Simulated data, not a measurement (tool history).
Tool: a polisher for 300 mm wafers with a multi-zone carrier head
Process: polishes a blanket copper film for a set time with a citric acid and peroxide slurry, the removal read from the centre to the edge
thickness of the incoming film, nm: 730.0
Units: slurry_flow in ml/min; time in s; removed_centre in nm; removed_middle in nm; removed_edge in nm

run    day  slurry_flow  centre_zone  middle_zone  edge_zone  slurry_solids  time  removed_centre  removed_middle  removed_edge
  1      0          300            1            1          1              1    65          106.85          102.45        106.18
  2  0.317          300         0.96            1          1              1    65          104.72          104.23        104.86
  3  0.688          300         0.96            1          1            1.1    65          105.77          105.24        108.91
  4  0.821          345         0.96            1          1            1.1    65          109.47          107.16        109.28
  5  0.883          345         0.96            1          1           0.95    65          107.42          102.16        104.71
  6  1.029          345         1.03            1          1           0.95    65          112.17          103.21        104.19

The next listed run, before its measurement:
  7  1.404          345         1.03            1          1           0.95    65               ?               ?             ?

Run 7 gave removed_centre 110.71 nm, removed_middle 102.18 nm, removed_edge 105.2 nm.

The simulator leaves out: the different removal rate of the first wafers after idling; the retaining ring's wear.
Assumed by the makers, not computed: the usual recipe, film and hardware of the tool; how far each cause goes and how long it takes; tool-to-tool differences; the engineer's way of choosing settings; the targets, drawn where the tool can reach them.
